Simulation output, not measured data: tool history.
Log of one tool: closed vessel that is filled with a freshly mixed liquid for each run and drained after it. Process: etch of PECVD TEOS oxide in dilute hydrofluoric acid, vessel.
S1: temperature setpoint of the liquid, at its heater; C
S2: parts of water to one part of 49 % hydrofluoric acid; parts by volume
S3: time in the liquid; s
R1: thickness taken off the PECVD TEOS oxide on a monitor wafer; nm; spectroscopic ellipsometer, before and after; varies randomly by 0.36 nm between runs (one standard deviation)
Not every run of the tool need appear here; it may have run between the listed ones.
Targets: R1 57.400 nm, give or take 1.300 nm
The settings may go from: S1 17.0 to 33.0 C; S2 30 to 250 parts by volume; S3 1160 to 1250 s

Run 1, hour 0.0: S1 25.0 C, S2 140 parts by volume, S3 1160 s. Result: R1 63.983 nm.
Run 2, hour 2.5: S1 25.0 C, S2 140 parts by volume, S3 1250 s. Result: R1 69.069 nm.
Run 3, hour 10.3: S1 23.5 C, S2 140 parts by volume, S3 1250 s. Result: R1 64.389 nm.
Run 4, hour 13.5: S1 26.0 C, S2 140 parts by volume, S3 1250 s. Result: R1 71.918 nm.
Run 5, hour 14.7: S1 24.5 C, S2 140 parts by volume, S3 1250 s. Result: R1 67.785 nm.
Run 6, hour 21.7: S1 24.5 C, S2 140 parts by volume, S3 1250 s. Result: R1 68.119 nm.
Run 7, hour 29.5: S1 23.5 C, S2 140 parts by volume, S3 1250 s. Result: R1 65.726 nm.
Run 8, hour 36.2: S1 22.5 C, S2 140 parts by volume, S3 1250 s. Result: R1 63.332 nm.
Run 9, hour 41.9: S1 21.5 C, S2 140 parts by volume, S3 1250 s. Result: R1 60.095 nm.
Run 10, hour 48.8: S1 21.0 C, S2 140 parts by volume, S3 1250 s. Result: R1 59.210 nm.
Run 11, hour 53.5: S1 21.0 C, S2 140 parts by volume, S3 1250 s. Result: R1 59.609 nm.

4 candidate next runs follow, results not yet known. Just one meets every target within its allowed miss. Identify it.
Run A, hour 58.2: S1 20.5 C, S2 130 parts by volume, S3 1250 s. Result: R1 ?.
Run B, hour 58.2: S1 22.0 C, S2 140 parts by volume, S3 1175 s. Result: R1 ?.
Run C, hour 58.2: S1 19.0 C, S2 120 parts by volume, S3 1160 s. Result: R1 ?.
Run D, hour 58.2: S1 21.5 C, S2 130 parts by volume, S3 1190 s. Result: R1 ?.

move      R1
   A  63.191
   B  57.903
   C  60.425
   D  62.607
A: further off than the last run
B: all results in spec
C: further off than the last run
D: further off than the last run
B meets every target.
